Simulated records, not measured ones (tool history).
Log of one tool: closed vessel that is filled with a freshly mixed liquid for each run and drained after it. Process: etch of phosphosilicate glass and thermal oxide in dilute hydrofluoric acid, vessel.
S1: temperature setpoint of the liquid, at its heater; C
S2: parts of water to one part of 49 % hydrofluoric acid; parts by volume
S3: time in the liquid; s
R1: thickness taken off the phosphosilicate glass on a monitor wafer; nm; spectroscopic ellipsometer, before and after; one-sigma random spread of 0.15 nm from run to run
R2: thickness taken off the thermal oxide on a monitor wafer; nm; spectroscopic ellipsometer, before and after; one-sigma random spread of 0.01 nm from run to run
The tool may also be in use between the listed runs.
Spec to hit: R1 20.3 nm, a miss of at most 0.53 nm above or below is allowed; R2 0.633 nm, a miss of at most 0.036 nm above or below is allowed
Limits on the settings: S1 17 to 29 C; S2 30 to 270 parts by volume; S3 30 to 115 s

{"run": 1, "hour": 0.0, "S1": 21, "S2": 150, "S3": 60, "R1": 52.678, "R2": 1.647}
{"run": 2, "hour": 7.2, "S1": 21, "S2": 150, "S3": 50, "R1": 43.88, "R2": 1.3539}
{"run": 3, "hour": 10.6, "S1": 20.5, "S2": 165, "S3": 50, "R1": 37.845, "R2": 1.2125}
{"run": 4, "hour": 11.7, "S1": 20.5, "S2": 165, "S3": 65, "R1": 50.144, "R2": 1.5246}
{"run": 5, "hour": 19.2, "S1": 23.5, "S2": 165, "S3": 65, "R1": 56.01, "R2": 1.757}
{"run": 6, "hour": 28.4, "S1": 22.5, "S2": 180, "S3": 65, "R1": 49.19, "R2": 1.5707}
{"run": 7, "hour": 29.8, "S1": 21.5, "S2": 195, "S3": 65, "R1": 42.542, "R2": 1.3545}
{"run": 8, "hour": 37.6, "S1": 20.5, "S2": 205, "S3": 65, "R1": 38.523, "R2": 1.1907}
{"run": 9, "hour": 44.1, "S1": 20, "S2": 265, "S3": 55, "R1": 23.63, "R2": 0.72389}
{"run": 10, "hour": 49.4, "S1": 19.5, "S2": 265, "S3": 55, "R1": 23.033, "R2": 0.724}
{"run": 11, "hour": 56.9, "S1": 19, "S2": 265, "S3": 55, "R1": 22.554, "R2": 0.69142}
{"run": 12, "hour": 64.7, "S1": 18.5, "S2": 270, "S3": 55, "R1": 21.608, "R2": 0.66413}
{"run": 13, "hour": 69.3, "S1": 18, "S2": 270, "S3": 55, "R1": 21.433, "R2": 0.63619}

Which of these 4 next moves meets every target?
{"run": "A", "hour": 73.9, "S1": 22, "S2": 200, "S3": 35, "R1": "?", "R2": "?"}
{"run": "B", "hour": 73.9, "S1": 17, "S2": 250, "S3": 50, "R1": "?", "R2": "?"}
{"run": "C", "hour": 73.9, "S1": 18.5, "S2": 265, "S3": 55, "R1": "?", "R2": "?"}
{"run": "D", "hour": 73.9, "S1": 21.5, "S2": 270, "S3": 50, "R1": "?", "R2": "?"}

move=A R1=22.921 R2=0.70637
move=B R1=20.631 R2=0.6358
move=C R1=22.38 R2=0.6897
move=D R1=22.221 R2=0.68481
A: its largest miss is bigger than the last run's
B: each result inside its tolerance
C: its largest miss is bigger than the last run's
D: its largest miss is bigger than the last run's
Answer: B
